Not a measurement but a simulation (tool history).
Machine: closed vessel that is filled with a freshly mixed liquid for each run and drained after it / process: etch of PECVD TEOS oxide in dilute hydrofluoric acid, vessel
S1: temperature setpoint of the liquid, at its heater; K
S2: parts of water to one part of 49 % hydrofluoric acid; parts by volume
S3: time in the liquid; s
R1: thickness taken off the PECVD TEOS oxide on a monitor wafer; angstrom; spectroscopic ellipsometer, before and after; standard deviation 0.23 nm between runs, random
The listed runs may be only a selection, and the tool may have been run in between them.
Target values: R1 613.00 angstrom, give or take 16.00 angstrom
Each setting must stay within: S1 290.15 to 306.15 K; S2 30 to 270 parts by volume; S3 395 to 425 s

| run | day | S1 | S2 | S3 | R1 |
|---|---|---|---|---|---|
| 1 | 0.000 | 298.15 | 150 | 395 | 322.40 |
| 2 | 0.267 | 298.15 | 150 | 395 | 322.83 |
| 3 | 0.583 | 298.15 | 150 | 395 | 321.63 |
| 4 | 0.821 | 296.15 | 150 | 395 | 299.40 |
|  | 0.958 | thermometer replaced |
| 5 | 0.958 | 296.15 | 130 | 395 | 367.72 |
| 6 | 1.112 | 299.15 | 120 | 395 | 451.60 |
| 7 | 1.321 | 301.15 | 120 | 395 | 485.68 |
| 8 | 1.662 | 302.65 | 120 | 395 | 513.06 |
| 9 | 1.983 | 303.65 | 120 | 395 | 532.25 |
| 10 | 2.288 | 304.65 | 120 | 395 | 552.10 |
| 11 | 2.479 | 305.15 | 120 | 395 | 559.70 |
| 12 | 2.812 | 305.65 | 120 | 395 | 572.43 |

Pick the move, out of 5, that brings all results within their allowed miss; only one does.
| A | 3.146 | 306.15 | 120 | 395 | ? |
| B | 3.146 | 306.15 | 120 | 410 | ? |
| C | 3.146 | 304.65 | 120 | 400 | ? |
| D | 3.146 | 306.15 | 125 | 410 | ? |
| E | 3.146 | 304.15 | 120 | 425 | ? |

| move | R1 |
|---|---|
| A | 585.75 |
| B | 607.99 |
| C | 561.94 |
| D | 579.43 |
| E | 586.29 |
A: closes in on the targets versus the last run, not all within tolerance yet
B: hits every target within its allowed miss
C: misses by more than the last run did
D: closes in on the targets versus the last run, not all within tolerance yet
E: closes in on the targets versus the last run, not all within tolerance yet
Correct choice: B, which meets every target

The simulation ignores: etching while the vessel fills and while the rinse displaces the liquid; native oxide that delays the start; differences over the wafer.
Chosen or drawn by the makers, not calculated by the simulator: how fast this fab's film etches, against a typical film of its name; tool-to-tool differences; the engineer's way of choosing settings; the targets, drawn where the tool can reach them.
